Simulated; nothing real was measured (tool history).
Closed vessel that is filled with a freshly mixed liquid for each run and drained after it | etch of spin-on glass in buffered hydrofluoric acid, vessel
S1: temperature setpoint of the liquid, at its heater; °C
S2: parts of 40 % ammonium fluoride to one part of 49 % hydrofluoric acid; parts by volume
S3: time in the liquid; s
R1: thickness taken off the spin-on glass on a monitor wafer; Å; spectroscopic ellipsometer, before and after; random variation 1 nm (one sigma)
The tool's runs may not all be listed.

run 1 day=0.000 | S1=20.0 S2=14.0 S3=30 | R1=582.29
run 2 day=0.162 | S1=20.0 S2=14.0 S3=30 | R1=579.97
run 3 day=0.383 | S1=20.0 S2=11.0 S3=30 | R1=745.20
run 4 day=0.542 | S1=20.0 S2=9.5 S3=30 | R1=834.50
run 5 day=0.792 | S1=21.5 S2=9.5 S3=30 | R1=915.36
-- day=1.054 hydrofluoric acid flow meter replaced
run 6 day=1.054 | S1=21.5 S2=9.5 S3=30 | R1=984.32
run 7 day=1.192 | S1=22.0 S2=9.5 S3=30 | R1=1018.20
run 8 day=1.350 | S1=22.5 S2=9.5 S3=30 | R1=1052.90

Run 9 comes next. What will it give?
run 9 day=1.721 | S1=23.0 S2=9.5 S3=30 | R1=?

Run 9 gave R1 1055.70 Å.

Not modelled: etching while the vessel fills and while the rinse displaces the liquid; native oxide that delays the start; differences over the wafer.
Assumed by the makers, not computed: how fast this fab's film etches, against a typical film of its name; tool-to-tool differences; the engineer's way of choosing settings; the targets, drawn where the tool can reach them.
